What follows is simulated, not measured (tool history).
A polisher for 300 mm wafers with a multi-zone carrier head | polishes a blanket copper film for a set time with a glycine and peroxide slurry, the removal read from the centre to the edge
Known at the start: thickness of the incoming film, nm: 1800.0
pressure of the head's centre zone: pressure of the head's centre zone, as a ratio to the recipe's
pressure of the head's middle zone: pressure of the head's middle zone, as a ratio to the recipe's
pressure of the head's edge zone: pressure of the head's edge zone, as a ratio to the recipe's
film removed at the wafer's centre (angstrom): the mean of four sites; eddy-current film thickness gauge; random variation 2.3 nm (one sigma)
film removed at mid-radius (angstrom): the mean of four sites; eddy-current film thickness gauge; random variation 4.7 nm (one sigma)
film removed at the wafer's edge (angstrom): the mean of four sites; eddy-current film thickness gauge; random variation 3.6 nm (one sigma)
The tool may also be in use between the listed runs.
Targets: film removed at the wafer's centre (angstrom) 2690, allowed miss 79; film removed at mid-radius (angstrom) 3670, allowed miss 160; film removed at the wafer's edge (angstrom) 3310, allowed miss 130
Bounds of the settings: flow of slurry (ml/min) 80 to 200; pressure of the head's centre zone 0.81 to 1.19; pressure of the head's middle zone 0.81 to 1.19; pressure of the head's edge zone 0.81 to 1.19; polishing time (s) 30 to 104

run,hour,flow of slurry (ml/min),pressure of the head's centre zone,pressure of the head's middle zone,pressure of the head's edge zone,polishing time (s),film removed at the wafer's centre (angstrom),film removed at mid-radius (angstrom),film removed at the wafer's edge (angstrom)
1,0,130,1,1,1,67,2624.2,2780.3,2717
2,3.1,130,1,1,1,77,3016.1,3161.1,3114.1
3,11.2,130,0.98,1.03,1.01,77,2994.8,3204.7,3131.4
4,13.9,130,0.98,1.03,1.01,87,3378.2,3671,3538.2
5,17,125,0.95,1.05,1.01,87,3217.7,3609.9,3529.9
6,17.8,120,0.93,1.07,0.99,88,3099,3786.2,3569.1
7,24.5,115,0.93,1.07,0.98,88,3145,3705.7,3463.9
8,33,110,0.91,1.08,0.98,88,2973.3,3677.6,3455.4
9,37,105,0.9,1.09,0.98,88,2915,3702,3383.3
10,40.3,100,0.89,1.09,0.98,88,2835.8,3573.2,3355.9
11,45.9,90,0.85,1.16,0.97,88,2535.3,3701.4,3227.2
# hour 48.2: edge zone pressure recalibrated
12,48.2,90,0.85,1.16,0.97,88,2589.4,3695.7,3144
13,53.3,90,0.85,1.15,0.97,88,2579.4,3614.5,3236

Which of these 4 next moves meets every target?
A,58.4,80,0.87,1.17,0.97,89,?,?,?
B,58.4,135,0.83,1.1,1.02,83,?,?,?
C,58.4,80,0.85,1.11,0.94,92,?,?,?
D,58.4,85,0.88,1.12,0.98,85,?,?,?

move,film removed at the wafer's centre (angstrom),film removed at mid-radius (angstrom),film removed at the wafer's edge (angstrom)
A,2532.6,3545.8,3131.3
B,2726.9,3700.2,3329.7
C,2556.1,3503.4,3201.6
D,2518.8,3343.4,3052.5
A: further off than the last run
B: meets every target
C: further off than the last run
D: further off than the last run
Move B is the one to make.
